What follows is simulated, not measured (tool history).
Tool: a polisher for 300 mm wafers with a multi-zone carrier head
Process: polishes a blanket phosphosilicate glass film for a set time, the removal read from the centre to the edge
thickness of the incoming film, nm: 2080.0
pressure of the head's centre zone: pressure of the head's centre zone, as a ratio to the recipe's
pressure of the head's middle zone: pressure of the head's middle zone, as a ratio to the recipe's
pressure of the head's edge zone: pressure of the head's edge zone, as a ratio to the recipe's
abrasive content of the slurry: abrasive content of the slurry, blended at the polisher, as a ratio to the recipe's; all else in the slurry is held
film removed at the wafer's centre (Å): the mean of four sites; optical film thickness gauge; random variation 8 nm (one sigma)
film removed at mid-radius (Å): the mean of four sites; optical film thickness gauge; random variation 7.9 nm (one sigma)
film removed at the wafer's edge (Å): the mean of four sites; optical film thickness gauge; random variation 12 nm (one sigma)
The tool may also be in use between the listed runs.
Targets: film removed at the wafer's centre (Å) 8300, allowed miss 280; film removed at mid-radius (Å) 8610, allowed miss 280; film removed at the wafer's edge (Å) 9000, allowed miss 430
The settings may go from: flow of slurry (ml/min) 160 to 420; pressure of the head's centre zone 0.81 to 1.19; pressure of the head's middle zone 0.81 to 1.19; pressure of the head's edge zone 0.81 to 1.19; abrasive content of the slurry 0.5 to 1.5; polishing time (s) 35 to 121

run	hour	flow of slurry (ml/min)	pressure of the head's centre zone	pressure of the head's middle zone	pressure of the head's edge zone	abrasive content of the slurry	polishing time (s)	film removed at the wafer's centre (Å)	film removed at mid-radius (Å)	film removed at the wafer's edge (Å)
1	0	270	1	1	1	1	78	6570.1	6377.1	6243.7
2	5.6	270	0.99	1	1.02	1.05	79	6726.1	6690	6556.9
3	13.6	270	0.96	1	1.02	1.05	79	6569	6609.2	6563.5
4	21.3	270	1.02	1	1.02	1.05	79	7016.5	6609.7	6592.7
# hour 22.2: centre zone pressure recalibrated
5	22.2	270	1.06	1	1.02	1.05	79	6845.2	6646	6552.6
6	29.2	270	1.06	1	1.02	0.85	79	6570.6	6200.9	6052.8
7	29.9	270	1.06	1.01	1.04	0.95	79	6625.6	6633.8	6388.4
8	35.1	275	1.14	0.93	1.14	1.2	83	7847.5	6651	7491.6
9	43.5	275	1.12	0.95	1.15	1.25	83	7965.8	7029.5	7765.5
10	51.8	275	1.11	0.96	1.16	1.3	83	7940.8	7300.6	7940.4
11	55.3	275	1.11	0.96	1.16	1.3	83	7953.7	7123.5	7833.7

4 next moves are on the table. One of them brings every result within its allowed miss. Which?
A	58.8	285	1	1.03	1.19	1.05	100	?	?	?
B	58.8	245	0.81	0.96	1.19	1.3	106	?	?	?
C	58.8	250	0.82	0.92	1.19	1.45	101	?	?	?
D	58.8	305	0.93	1.04	1.19	1.5	90	?	?	?

move	film removed at the wafer's centre (Å)	film removed at mid-radius (Å)	film removed at the wafer's edge (Å)
A	8456	8635.1	8903.8
B	7952.2	9032.4	9916
C	7892.7	8571.9	9752.6
D	7974.3	8688.6	8870.5
A: meets every target
B: takes the result that was furthest off past its target
C: brings the result that was furthest off to its target, and leaves another outside
D: brings the result that was furthest off to its target, and leaves another outside
The right move is A.

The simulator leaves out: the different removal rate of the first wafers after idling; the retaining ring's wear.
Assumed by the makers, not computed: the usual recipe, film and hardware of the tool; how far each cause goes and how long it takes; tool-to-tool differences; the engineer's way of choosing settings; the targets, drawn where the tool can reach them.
